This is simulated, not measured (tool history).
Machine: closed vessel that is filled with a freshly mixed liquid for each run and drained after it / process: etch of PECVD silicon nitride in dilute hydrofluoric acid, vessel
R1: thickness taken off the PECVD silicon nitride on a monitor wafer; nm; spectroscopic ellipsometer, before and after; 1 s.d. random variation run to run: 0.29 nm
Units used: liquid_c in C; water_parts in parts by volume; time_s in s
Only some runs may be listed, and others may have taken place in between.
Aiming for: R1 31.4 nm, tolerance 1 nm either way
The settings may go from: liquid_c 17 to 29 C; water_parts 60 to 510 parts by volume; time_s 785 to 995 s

{"run": 1, "hour": 0.0, "liquid_c": 21, "water_parts": 285, "time_s": 995, "R1": 11.07}
{"run": 2, "hour": 5.9, "liquid_c": 23.5, "water_parts": 285, "time_s": 995, "R1": 13.015}
{"run": 3, "hour": 7.9, "liquid_c": 23.5, "water_parts": 225, "time_s": 995, "R1": 16.206}
{"run": 4, "hour": 12.0, "liquid_c": 25, "water_parts": 200, "time_s": 995, "R1": 20.738}
{"run": 5, "hour": 12.6, "liquid_c": 25, "water_parts": 200, "time_s": 995, "R1": 20.377}
{"run": 6, "hour": 15.6, "liquid_c": 23, "water_parts": 200, "time_s": 995, "R1": 17.893}
{"run": 7, "hour": 16.2, "liquid_c": 24.5, "water_parts": 185, "time_s": 995, "R1": 21.198}
{"run": 8, "hour": 22.5, "liquid_c": 24.5, "water_parts": 185, "time_s": 995, "R1": 21.35}
{"run": 9, "hour": 31.0, "liquid_c": 28.5, "water_parts": 145, "time_s": 995, "R1": 34.807}
{"run": 10, "hour": 33.1, "liquid_c": 28, "water_parts": 145, "time_s": 995, "R1": 33.812}
{"run": 11, "hour": 40.1, "liquid_c": 27.5, "water_parts": 145, "time_s": 995, "R1": 33.229}

Below are 4 possible settings for the next run. Only one of them brings all results inside the allowed miss of their targets. Which is it?
{"run": "A", "hour": 47.1, "liquid_c": 28, "water_parts": 135, "time_s": 950, "R1": "?"}
{"run": "B", "hour": 47.1, "liquid_c": 29, "water_parts": 150, "time_s": 995, "R1": "?"}
{"run": "C", "hour": 47.1, "liquid_c": 25, "water_parts": 130, "time_s": 995, "R1": "?"}
{"run": "D", "hour": 47.1, "liquid_c": 28.5, "water_parts": 145, "time_s": 995, "R1": "?"}

move=A R1=34.564
move=B R1=34.726
move=C R1=30.932
move=D R1=34.804
A: further off than the last run
B: further off than the last run
C: all results land within tolerance of their targets
D: further off than the last run
Move C is the one to make.

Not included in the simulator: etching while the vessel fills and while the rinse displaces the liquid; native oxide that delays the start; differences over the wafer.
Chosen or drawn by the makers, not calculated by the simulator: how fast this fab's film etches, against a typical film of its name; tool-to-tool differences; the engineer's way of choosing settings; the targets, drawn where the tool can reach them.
